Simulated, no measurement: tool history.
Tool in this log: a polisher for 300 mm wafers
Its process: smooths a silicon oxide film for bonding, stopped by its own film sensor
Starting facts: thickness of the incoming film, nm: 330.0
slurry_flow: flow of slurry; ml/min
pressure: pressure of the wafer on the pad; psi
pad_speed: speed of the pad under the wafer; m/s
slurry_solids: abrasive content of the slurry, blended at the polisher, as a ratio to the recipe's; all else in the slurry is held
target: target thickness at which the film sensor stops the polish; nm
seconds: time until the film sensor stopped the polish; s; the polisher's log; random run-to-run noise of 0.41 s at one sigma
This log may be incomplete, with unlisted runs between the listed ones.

Run 1, day 0: slurry_flow 145 ml/min, pressure 2 psi, pad_speed 0.94 m/s, slurry_solids 1, target 287 nm. Result: seconds 57.626 s.
Run 2, day 0.154: slurry_flow 125 ml/min, pressure 2 psi, pad_speed 0.94 m/s, slurry_solids 1, target 287 nm. Result: seconds 58.627 s.
Run 3, day 0.404: slurry_flow 125 ml/min, pressure 1.8 psi, pad_speed 0.94 m/s, slurry_solids 1, target 287 nm. Result: seconds 65.793 s.
Run 4, day 0.712: slurry_flow 125 ml/min, pressure 1.8 psi, pad_speed 1.08 m/s, slurry_solids 1, target 287 nm. Result: seconds 59.534 s.
Run 5, day 0.85: slurry_flow 130 ml/min, pressure 2 psi, pad_speed 1.08 m/s, slurry_solids 1, target 287 nm. Result: seconds 53.284 s.
Run 6, day 1.217: slurry_flow 135 ml/min, pressure 2.2 psi, pad_speed 1.08 m/s, slurry_solids 1, target 287 nm. Result: seconds 47.757 s.

Estimate the outcome of run 7 from the log above:
Run 7, day 1.292: slurry_flow 140 ml/min, pressure 2.3 psi, pad_speed 1.08 m/s, slurry_solids 1, target 287 nm. Result: seconds ?.

{"run 7": {"seconds": 45.168}}

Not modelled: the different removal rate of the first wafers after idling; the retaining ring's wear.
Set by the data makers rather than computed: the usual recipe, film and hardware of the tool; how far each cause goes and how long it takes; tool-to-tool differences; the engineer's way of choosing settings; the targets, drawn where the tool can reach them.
